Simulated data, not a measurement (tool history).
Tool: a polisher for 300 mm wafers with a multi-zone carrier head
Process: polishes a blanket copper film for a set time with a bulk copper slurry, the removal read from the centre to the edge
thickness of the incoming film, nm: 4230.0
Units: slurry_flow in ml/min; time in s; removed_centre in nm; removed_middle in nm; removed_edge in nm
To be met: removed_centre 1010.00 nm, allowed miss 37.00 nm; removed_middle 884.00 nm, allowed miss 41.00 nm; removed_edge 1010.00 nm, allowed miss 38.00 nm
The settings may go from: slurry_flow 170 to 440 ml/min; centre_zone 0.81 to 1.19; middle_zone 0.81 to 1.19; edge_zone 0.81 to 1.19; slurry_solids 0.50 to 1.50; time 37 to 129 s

{"run": 1, "hour": 0.0, "slurry_flow": 280, "centre_zone": 1.0, "middle_zone": 1.0, "edge_zone": 1.0, "slurry_solids": 1.0, "time": 83, "removed_centre": 1178.5, "removed_middle": 1195.6, "removed_edge": 1166.3}
{"run": 2, "hour": 1.7, "slurry_flow": 275, "centre_zone": 1.0, "middle_zone": 0.97, "edge_zone": 1.0, "slurry_solids": 0.9, "time": 82, "removed_centre": 1097.3, "removed_middle": 1104.5, "removed_edge": 1125.2}
{"run": 3, "hour": 8.2, "slurry_flow": 275, "centre_zone": 1.0, "middle_zone": 1.01, "edge_zone": 1.0, "slurry_solids": 0.9, "time": 82, "removed_centre": 1125.0, "removed_middle": 1164.3, "removed_edge": 1132.6}
{"run": 4, "hour": 15.9, "slurry_flow": 225, "centre_zone": 1.0, "middle_zone": 1.01, "edge_zone": 1.0, "slurry_solids": 0.9, "time": 82, "removed_centre": 1083.9, "removed_middle": 1107.0, "removed_edge": 1128.6}
{"run": 5, "hour": 24.4, "slurry_flow": 225, "centre_zone": 1.0, "middle_zone": 1.01, "edge_zone": 1.0, "slurry_solids": 0.7, "time": 82, "removed_centre": 1055.8, "removed_middle": 1087.4, "removed_edge": 1060.3}
{"run": 6, "hour": 27.4, "slurry_flow": 220, "centre_zone": 1.01, "middle_zone": 0.98, "edge_zone": 1.0, "slurry_solids": 0.7, "time": 82, "removed_centre": 1050.6, "removed_middle": 1034.1, "removed_edge": 1069.4}
{"run": 7, "hour": 30.4, "slurry_flow": 215, "centre_zone": 1.01, "middle_zone": 0.96, "edge_zone": 0.99, "slurry_solids": 0.65, "time": 82, "removed_centre": 1062.7, "removed_middle": 1007.3, "removed_edge": 1052.8}
{"run": 8, "hour": 33.0, "slurry_flow": 210, "centre_zone": 1.01, "middle_zone": 0.94, "edge_zone": 0.99, "slurry_solids": 0.65, "time": 82, "removed_centre": 1028.0, "removed_middle": 985.2, "removed_edge": 1040.1}
{"run": 9, "hour": 36.2, "slurry_flow": 205, "centre_zone": 1.02, "middle_zone": 0.92, "edge_zone": 0.99, "slurry_solids": 0.65, "time": 82, "removed_centre": 1034.5, "removed_middle": 969.1, "removed_edge": 1055.1}
{"run": 10, "hour": 38.3, "slurry_flow": 205, "centre_zone": 1.02, "middle_zone": 0.91, "edge_zone": 0.98, "slurry_solids": 0.65, "time": 82, "removed_centre": 1043.5, "removed_middle": 972.36, "removed_edge": 1039.5}
{"run": 11, "hour": 45.0, "slurry_flow": 205, "centre_zone": 1.02, "middle_zone": 0.89, "edge_zone": 0.98, "slurry_solids": 0.65, "time": 82, "removed_centre": 1047.1, "removed_middle": 909.87, "removed_edge": 1046.4}
{"run": 12, "hour": 50.7, "slurry_flow": 205, "centre_zone": 1.02, "middle_zone": 0.89, "edge_zone": 0.97, "slurry_solids": 0.65, "time": 82, "removed_centre": 1042.5, "removed_middle": 952.95, "removed_edge": 1052.6}

Which of these 5 next moves meets every target?
{"run": "A", "hour": 56.4, "slurry_flow": 170, "centre_zone": 1.07, "middle_zone": 0.81, "edge_zone": 1.15, "slurry_solids": 0.65, "time": 84, "removed_centre": "?", "removed_middle": "?", "removed_edge": "?"}
{"run": "B", "hour": 56.4, "slurry_flow": 215, "centre_zone": 0.99, "middle_zone": 0.97, "edge_zone": 0.94, "slurry_solids": 0.7, "time": 79, "removed_centre": "?", "removed_middle": "?", "removed_edge": "?"}
{"run": "C", "hour": 56.4, "slurry_flow": 275, "centre_zone": 1.08, "middle_zone": 0.97, "edge_zone": 0.94, "slurry_solids": 0.85, "time": 72, "removed_centre": "?", "removed_middle": "?", "removed_edge": "?"}
{"run": "D", "hour": 56.4, "slurry_flow": 225, "centre_zone": 0.95, "middle_zone": 0.98, "edge_zone": 0.95, "slurry_solids": 0.7, "time": 82, "removed_centre": "?", "removed_middle": "?", "removed_edge": "?"}
{"run": "E", "hour": 56.4, "slurry_flow": 170, "centre_zone": 1.01, "middle_zone": 0.84, "edge_zone": 0.9, "slurry_solids": 0.75, "time": 83, "removed_centre": "?", "removed_middle": "?", "removed_edge": "?"}

move=A removed_centre=1064.10 removed_middle=865.93 removed_edge=1108.70
move=B removed_centre=983.19 removed_middle=998.72 removed_edge=1000.80
move=C removed_centre=1045.80 removed_middle=969.48 removed_edge=963.96
move=D removed_centre=986.82 removed_middle=1053.20 removed_edge=1048.40
move=E removed_centre=1013.60 removed_middle=900.81 removed_edge=1014.00
A: brings the result that was furthest off to its target, and leaves another outside
B: further off than the last run
C: further off than the last run
D: further off than the last run
E: meets every target
Answer: E
